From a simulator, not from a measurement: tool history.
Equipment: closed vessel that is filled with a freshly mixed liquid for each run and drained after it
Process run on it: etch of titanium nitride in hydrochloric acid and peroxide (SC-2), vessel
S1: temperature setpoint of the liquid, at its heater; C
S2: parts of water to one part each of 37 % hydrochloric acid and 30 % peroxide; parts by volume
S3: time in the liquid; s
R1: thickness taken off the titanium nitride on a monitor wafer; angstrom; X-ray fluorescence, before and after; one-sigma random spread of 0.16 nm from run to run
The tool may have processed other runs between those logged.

run 1 day=0.000 | S1=53.0 S2=7.0 S3=2300 | R1=554.30
run 2 day=0.154 | S1=51.0 S2=7.0 S3=2300 | R1=490.50
run 3 day=0.388 | S1=47.0 S2=7.0 S3=2300 | R1=369.99
run 4 day=0.571 | S1=45.5 S2=7.0 S3=2300 | R1=341.76
run 5 day=0.762 | S1=42.0 S2=7.0 S3=2300 | R1=261.18
run 6 day=0.812 | S1=42.0 S2=4.5 S3=2300 | R1=370.82
run 7 day=1.000 | S1=41.5 S2=5.0 S3=2300 | R1=328.15
run 8 day=1.342 | S1=41.0 S2=5.5 S3=2300 | R1=300.14

For run 9, what comes out?
run 9 day=1.688 | S1=40.5 S2=6.0 S3=2300 | R1=?

Run 9 produced R1 266.54 angstrom.
